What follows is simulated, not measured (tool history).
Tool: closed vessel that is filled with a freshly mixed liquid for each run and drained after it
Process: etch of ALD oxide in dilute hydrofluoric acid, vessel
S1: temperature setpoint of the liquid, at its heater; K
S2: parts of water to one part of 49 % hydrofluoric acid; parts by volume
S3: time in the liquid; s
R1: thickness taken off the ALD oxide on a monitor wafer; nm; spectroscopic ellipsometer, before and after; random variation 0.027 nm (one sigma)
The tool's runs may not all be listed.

run  hour      S1   S2   S3      R1
  1   0.0  299.15  270  120  7.9982
  2   7.2  296.65  270  120  7.3202
  3  15.5  295.65  280  120  6.7083
  4  19.7  295.15  290  120  6.3305
  5  21.9  295.15  290   75  3.9689
  6  25.2  295.65  290   75  4.0123
  7  31.8  296.15  290   75  4.1162
  8  36.0  296.65  290   75  4.1716
  9  38.5  297.15  290   75  4.2288

Forecast run 10:
 10  40.7  297.65  290  75   ?

{"run 10": {"R1": 4.3316}}
